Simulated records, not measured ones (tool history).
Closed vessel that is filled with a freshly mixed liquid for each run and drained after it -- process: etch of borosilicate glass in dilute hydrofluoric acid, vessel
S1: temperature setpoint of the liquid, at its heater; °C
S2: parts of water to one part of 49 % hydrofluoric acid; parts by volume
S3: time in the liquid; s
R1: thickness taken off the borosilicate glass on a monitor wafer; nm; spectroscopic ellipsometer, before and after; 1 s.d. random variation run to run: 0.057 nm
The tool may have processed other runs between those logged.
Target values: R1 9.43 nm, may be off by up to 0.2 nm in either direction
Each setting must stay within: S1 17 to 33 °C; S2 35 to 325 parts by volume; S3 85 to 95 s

| run | hour | S1 | S2 | S3 | R1 |
|---|---|---|---|---|---|
| 1 | 0 | 25 | 180 | 85 | 16.03 |
| 2 | 5.8 | 23.5 | 185 | 85 | 14.671 |
| 3 | 14.5 | 22.5 | 190 | 85 | 13.749 |
| 4 | 18.5 | 22.5 | 190 | 95 | 15.302 |
| 5 | 26.7 | 21.5 | 195 | 95 | 14.193 |
| 6 | 32.5 | 20.5 | 200 | 95 | 13.34 |
| 7 | 37.7 | 20 | 205 | 95 | 12.861 |
| 8 | 41.6 | 19.5 | 210 | 95 | 11.981 |

Exactly one of the 5 candidate moves below puts every result within its allowed miss. Which one?
| A | 45.5 | 17 | 205 | 85 | ? |
| B | 45.5 | 22.5 | 205 | 95 | ? |
| C | 45.5 | 18 | 225 | 85 | ? |
| D | 45.5 | 18.5 | 240 | 95 | ? |
| E | 45.5 | 19.5 | 180 | 95 | ? |

| move | R1 |
|---|---|
| A | 10.012 |
| B | 13.838 |
| C | 9.3168 |
| D | 9.8174 |
| E | 14.406 |
A: nearer the targets than the last run, but a result is still out of spec
B: its largest miss is bigger than the last run's
C: in spec on every target
D: nearer the targets than the last run, but a result is still out of spec
E: its largest miss is bigger than the last run's
Move C is the one to make.

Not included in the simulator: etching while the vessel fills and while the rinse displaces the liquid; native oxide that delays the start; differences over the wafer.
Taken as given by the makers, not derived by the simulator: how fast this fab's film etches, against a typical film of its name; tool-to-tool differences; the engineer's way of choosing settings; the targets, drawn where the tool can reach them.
